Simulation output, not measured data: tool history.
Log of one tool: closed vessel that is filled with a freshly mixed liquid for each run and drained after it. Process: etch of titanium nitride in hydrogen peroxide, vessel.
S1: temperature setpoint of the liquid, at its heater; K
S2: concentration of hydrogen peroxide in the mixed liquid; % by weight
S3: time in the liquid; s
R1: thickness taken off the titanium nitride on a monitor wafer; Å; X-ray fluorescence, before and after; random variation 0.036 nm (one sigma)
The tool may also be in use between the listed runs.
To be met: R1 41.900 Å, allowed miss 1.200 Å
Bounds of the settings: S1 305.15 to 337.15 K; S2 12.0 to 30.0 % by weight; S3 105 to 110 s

run 1 hour=0.0 | S1=321.15 S2=23.0 S3=105 | R1=72.706
run 2 hour=4.9 | S1=321.15 S2=20.0 S3=105 | R1=72.107
run 3 hour=7.6 | S1=319.65 S2=20.0 S3=105 | R1=64.291
run 4 hour=11.9 | S1=318.65 S2=20.0 S3=105 | R1=58.388
run 5 hour=14.4 | S1=322.65 S2=20.0 S3=105 | R1=80.586
run 6 hour=19.1 | S1=321.15 S2=20.0 S3=105 | R1=71.047
run 7 hour=23.5 | S1=320.15 S2=20.0 S3=105 | R1=66.148
run 8 hour=28.0 | S1=319.15 S2=20.0 S3=105 | R1=61.522
run 9 hour=36.4 | S1=318.15 S2=20.0 S3=105 | R1=57.831
run 10 hour=43.4 | S1=312.65 S2=20.0 S3=105 | R1=37.327
run 11 hour=50.4 | S1=313.15 S2=20.0 S3=105 | R1=38.980
run 12 hour=52.5 | S1=313.65 S2=20.0 S3=105 | R1=40.116

4 next moves are on the table. One of them brings every result within its allowed miss. Which?
run A hour=54.6 | S1=312.65 S2=19.5 S3=110 | R1=?
run B hour=54.6 | S1=314.15 S2=19.5 S3=105 | R1=?
run C hour=54.6 | S1=312.15 S2=20.0 S3=110 | R1=?
run D hour=54.6 | S1=312.15 S2=18.5 S3=110 | R1=?

move=A R1=39.158
move=B R1=41.942
move=C R1=37.878
move=D R1=37.252
A: further off than the last run
B: meets every target
C: further off than the last run
D: further off than the last run
Move B is the one to make.
